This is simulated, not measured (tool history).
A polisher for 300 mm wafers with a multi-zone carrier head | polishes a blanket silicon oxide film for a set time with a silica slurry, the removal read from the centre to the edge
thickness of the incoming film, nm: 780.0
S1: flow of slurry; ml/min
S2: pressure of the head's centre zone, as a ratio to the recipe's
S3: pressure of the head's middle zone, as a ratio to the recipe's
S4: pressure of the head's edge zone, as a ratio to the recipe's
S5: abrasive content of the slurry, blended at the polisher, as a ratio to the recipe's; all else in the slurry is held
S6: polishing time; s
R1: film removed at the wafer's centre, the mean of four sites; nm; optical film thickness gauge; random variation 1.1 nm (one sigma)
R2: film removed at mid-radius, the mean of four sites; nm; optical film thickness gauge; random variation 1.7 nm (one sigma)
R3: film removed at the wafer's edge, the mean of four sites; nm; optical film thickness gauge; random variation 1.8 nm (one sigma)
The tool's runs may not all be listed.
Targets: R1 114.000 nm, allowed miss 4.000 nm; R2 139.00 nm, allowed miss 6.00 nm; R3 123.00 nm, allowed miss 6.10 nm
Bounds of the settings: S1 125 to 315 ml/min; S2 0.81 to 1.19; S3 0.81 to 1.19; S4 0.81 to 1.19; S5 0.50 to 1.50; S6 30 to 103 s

run 1 hour=0.0 | S1=205 S2=1.00 S3=1.00 S4=1.00 S5=1.00 S6=66 | R1=207.390 R2=202.45 R3=205.47
run 2 hour=3.3 | S1=205 S2=1.00 S3=1.00 S4=0.95 S5=1.00 S6=66 | R1=202.830 R2=203.68 R3=198.19
run 3 hour=9.4 | S1=250 S2=1.00 S3=1.00 S4=0.95 S5=1.00 S6=66 | R1=208.550 R2=207.38 R3=201.96
run 4 hour=17.8 | S1=250 S2=1.00 S3=1.04 S4=0.95 S5=1.00 S6=66 | R1=207.740 R2=215.24 R3=202.25
run 5 hour=19.8 | S1=250 S2=1.00 S3=1.13 S4=0.95 S5=1.00 S6=66 | R1=203.890 R2=229.94 R3=201.48
run 6 hour=21.7 | S1=250 S2=0.96 S3=1.13 S4=0.95 S5=1.00 S6=66 | R1=200.970 R2=232.60 R3=201.21
run 7 hour=30.0 | S1=195 S2=0.86 S3=1.06 S4=0.91 S5=0.75 S6=49 | R1=102.110 R2=124.04 R3=115.70
run 8 hour=31.8 | S1=205 S2=0.87 S3=1.07 S4=0.91 S5=0.75 S6=49 | R1=100.910 R2=125.10 R3=113.51
run 9 hour=37.3 | S1=210 S2=0.88 S3=1.08 S4=0.92 S5=0.75 S6=49 | R1=105.270 R2=128.62 R3=115.71
run 10 hour=45.8 | S1=215 S2=0.88 S3=1.08 S4=0.93 S5=0.75 S6=49 | R1=105.500 R2=125.81 R3=115.88
run 11 hour=54.0 | S1=215 S2=0.88 S3=1.09 S4=0.93 S5=0.75 S6=49 | R1=103.220 R2=126.94 R3=115.38
run 12 hour=58.4 | S1=215 S2=0.89 S3=1.10 S4=0.93 S5=0.75 S6=49 | R1=107.530 R2=131.05 R3=115.39
run 13 hour=65.9 | S1=215 S2=0.89 S3=1.10 S4=0.94 S5=0.75 S6=49 | R1=106.070 R2=129.85 R3=115.97

Which of these 4 next moves meets every target?
run A hour=73.4 | S1=195 S2=0.92 S3=1.15 S4=0.99 S5=0.75 S6=52 | R1=? R2=? R3=?
run B hour=73.4 | S1=230 S2=1.02 S3=1.19 S4=0.86 S5=0.75 S6=47 | R1=? R2=? R3=?
run C hour=73.4 | S1=225 S2=0.94 S3=1.00 S4=0.96 S5=0.70 S6=50 | R1=? R2=? R3=?
run D hour=73.4 | S1=215 S2=0.83 S3=1.04 S4=0.87 S5=0.75 S6=49 | R1=? R2=? R3=?

move=A R1=114.580 R2=140.08 R3=128.24
move=B R1=117.310 R2=132.76 R3=110.00
move=C R1=106.210 R2=112.68 R3=114.30
move=D R1=98.444 R2=122.53 R3=114.89
A: meets every target
B: brings the result that was furthest off to its target, and leaves another outside
C: further off than the last run
D: further off than the last run
Move A is the one to make.
